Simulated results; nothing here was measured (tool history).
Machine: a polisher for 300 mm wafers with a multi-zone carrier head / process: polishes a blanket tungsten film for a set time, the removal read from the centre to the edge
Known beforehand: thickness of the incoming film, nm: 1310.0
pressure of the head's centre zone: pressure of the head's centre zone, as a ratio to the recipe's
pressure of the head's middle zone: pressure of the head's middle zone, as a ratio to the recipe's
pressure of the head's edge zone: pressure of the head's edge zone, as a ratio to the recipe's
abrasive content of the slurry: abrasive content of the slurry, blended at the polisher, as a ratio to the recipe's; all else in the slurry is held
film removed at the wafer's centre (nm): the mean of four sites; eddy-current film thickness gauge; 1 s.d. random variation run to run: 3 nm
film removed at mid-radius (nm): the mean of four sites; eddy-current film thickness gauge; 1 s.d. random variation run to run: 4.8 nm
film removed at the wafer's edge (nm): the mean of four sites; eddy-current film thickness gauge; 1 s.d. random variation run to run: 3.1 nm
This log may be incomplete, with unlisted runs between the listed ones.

run	hour	flow of slurry (ml/min)	pressure of the head's centre zone	pressure of the head's middle zone	pressure of the head's edge zone	abrasive content of the slurry	polishing time (s)	film removed at the wafer's centre (nm)	film removed at mid-radius (nm)	film removed at the wafer's edge (nm)
1	0.0	310	1.00	1.00	1.00	1.00	42	231.77	231.20	214.22
2	8.2	310	1.01	1.02	1.03	1.10	44	241.93	254.26	231.04
3	13.5	315	1.04	1.02	1.05	1.20	46	269.51	262.63	251.33
4	19.5	315	1.04	1.02	1.05	1.20	42	246.23	241.08	231.23
5	23.6	315	1.04	0.97	1.05	1.20	42	242.60	238.67	229.84
6	31.1	315	0.97	0.97	1.05	1.20	42	229.03	235.64	229.51
7	38.0	320	0.99	1.01	1.05	1.25	44	246.51	259.63	241.63
8	42.3	325	1.01	1.03	1.06	1.30	46	267.79	282.07	262.35
# hour 49.0: edge zone pressure recalibrated
9	49.0	335	1.03	1.06	1.07	1.35	47	286.57	287.45	278.62
10	57.0	335	1.03	1.08	1.05	1.40	48	293.41	304.02	285.67
11	59.7	340	1.04	1.10	1.04	1.40	49	301.34	322.44	285.36
12	68.5	345	1.05	1.12	1.05	1.40	49	302.52	323.42	289.29
13	74.5	350	1.06	1.13	1.06	1.40	49	305.48	324.24	289.67
14	81.4	350	1.07	1.14	1.07	1.40	49	312.29	333.10	289.39
15	90.3	350	1.07	1.14	1.09	1.40	49	311.86	323.98	296.05

For run 16, what comes out?
16	94.5	355	1.08	1.15	1.09	1.40	49	?	?	?

Run 16 yielded film removed at the wafer's centre (nm) 311.74, film removed at mid-radius (nm) 330.51, film removed at the wafer's edge (nm) 294.57.

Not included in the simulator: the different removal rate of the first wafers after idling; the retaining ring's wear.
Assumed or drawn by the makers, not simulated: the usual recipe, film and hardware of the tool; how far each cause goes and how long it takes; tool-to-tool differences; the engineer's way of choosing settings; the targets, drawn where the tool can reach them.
